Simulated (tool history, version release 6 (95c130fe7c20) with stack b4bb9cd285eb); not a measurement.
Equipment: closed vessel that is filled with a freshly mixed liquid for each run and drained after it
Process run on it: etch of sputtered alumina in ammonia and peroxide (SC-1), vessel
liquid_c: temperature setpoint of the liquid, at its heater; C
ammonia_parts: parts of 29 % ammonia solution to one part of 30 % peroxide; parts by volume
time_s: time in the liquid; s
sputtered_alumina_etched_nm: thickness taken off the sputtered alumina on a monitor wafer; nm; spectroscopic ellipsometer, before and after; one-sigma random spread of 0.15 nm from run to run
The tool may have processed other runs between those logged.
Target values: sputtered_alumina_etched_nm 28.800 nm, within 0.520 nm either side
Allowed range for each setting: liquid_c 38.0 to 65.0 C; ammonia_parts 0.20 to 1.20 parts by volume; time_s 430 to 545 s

run 1 hour=0.0 | liquid_c=49.0 ammonia_parts=1.00 time_s=545 | sputtered_alumina_etched_nm=16.862
run 2 hour=2.0 | liquid_c=49.0 ammonia_parts=0.85 time_s=545 | sputtered_alumina_etched_nm=16.561
run 3 hour=11.2 | liquid_c=51.5 ammonia_parts=0.85 time_s=545 | sputtered_alumina_etched_nm=18.953
run 4 hour=17.1 | liquid_c=53.5 ammonia_parts=0.85 time_s=545 | sputtered_alumina_etched_nm=21.180
run 5 hour=23.9 | liquid_c=55.0 ammonia_parts=0.85 time_s=545 | sputtered_alumina_etched_nm=22.873
run 6 hour=25.7 | liquid_c=55.0 ammonia_parts=0.70 time_s=545 | sputtered_alumina_etched_nm=22.573
run 7 hour=31.4 | liquid_c=56.0 ammonia_parts=0.70 time_s=545 | sputtered_alumina_etched_nm=23.712
run 8 hour=34.4 | liquid_c=57.0 ammonia_parts=0.70 time_s=545 | sputtered_alumina_etched_nm=25.299

Exercise: of the 5 proposed moves below, exactly one satisfies all targets within the stated allowed misses. Which move is it?
run A hour=37.4 | liquid_c=60.5 ammonia_parts=0.90 time_s=530 | sputtered_alumina_etched_nm=?
run B hour=37.4 | liquid_c=59.0 ammonia_parts=1.10 time_s=540 | sputtered_alumina_etched_nm=?
run C hour=37.4 | liquid_c=60.5 ammonia_parts=0.65 time_s=500 | sputtered_alumina_etched_nm=?
run D hour=37.4 | liquid_c=61.0 ammonia_parts=0.55 time_s=545 | sputtered_alumina_etched_nm=?
run E hour=37.4 | liquid_c=61.0 ammonia_parts=0.75 time_s=525 | sputtered_alumina_etched_nm=?

move=A sputtered_alumina_etched_nm=30.008
move=B sputtered_alumina_etched_nm=28.848
move=C sputtered_alumina_etched_nm=27.453
move=D sputtered_alumina_etched_nm=30.218
move=E sputtered_alumina_etched_nm=29.973
A: takes the biggest miss from the last run beyond its target
B: in spec on every target
C: closer than the last run, but not yet in spec
D: takes the biggest miss from the last run beyond its target
E: takes the biggest miss from the last run beyond its target
Correct choice: B, which meets every target
